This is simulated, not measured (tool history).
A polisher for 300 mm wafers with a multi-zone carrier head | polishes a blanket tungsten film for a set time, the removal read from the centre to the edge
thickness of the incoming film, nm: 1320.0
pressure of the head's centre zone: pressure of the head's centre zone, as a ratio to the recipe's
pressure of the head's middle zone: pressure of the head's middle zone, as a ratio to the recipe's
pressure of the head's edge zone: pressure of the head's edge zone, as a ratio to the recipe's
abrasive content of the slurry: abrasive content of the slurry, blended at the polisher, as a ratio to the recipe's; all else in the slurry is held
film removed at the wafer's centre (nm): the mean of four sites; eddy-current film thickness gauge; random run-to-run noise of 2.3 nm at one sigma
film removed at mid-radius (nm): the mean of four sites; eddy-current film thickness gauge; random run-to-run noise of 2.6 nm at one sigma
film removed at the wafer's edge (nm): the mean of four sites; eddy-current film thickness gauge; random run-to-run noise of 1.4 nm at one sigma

run,hour,flow of slurry (ml/min),pressure of the head's centre zone,pressure of the head's middle zone,pressure of the head's edge zone,abrasive content of the slurry,polishing time (s),film removed at the wafer's centre (nm),film removed at mid-radius (nm),film removed at the wafer's edge (nm)
1,0,185,1,1,1,1,45,272.97,273.22,278.4
2,5.3,185,1,1,0.92,1,45,273.39,278.36,260.47
3,9.6,215,1,1,0.92,1,45,281.8,282.08,265.8
4,14.3,215,1,1,0.92,0.95,45,274.12,279.98,263.68
5,17.2,215,1,1,0.92,0.95,36,217.81,221.97,211.23
6,20.9,210,1.01,1,0.91,0.95,36,220.73,221.42,209.96
7,29.2,210,1.01,1,0.91,0.95,36,220.32,224,210.74
8,37.6,205,1.01,0.99,0.9,0.95,36,222.07,219.84,207.96

What will run 9 give?
9,45.9,200,1.01,0.99,0.89,0.95,36,?,?,?

{"run 9": {"film removed at the wafer's centre (nm)": 218.31, "film removed at mid-radius (nm)": 222.95, "film removed at the wafer's edge (nm)": 206.77}}
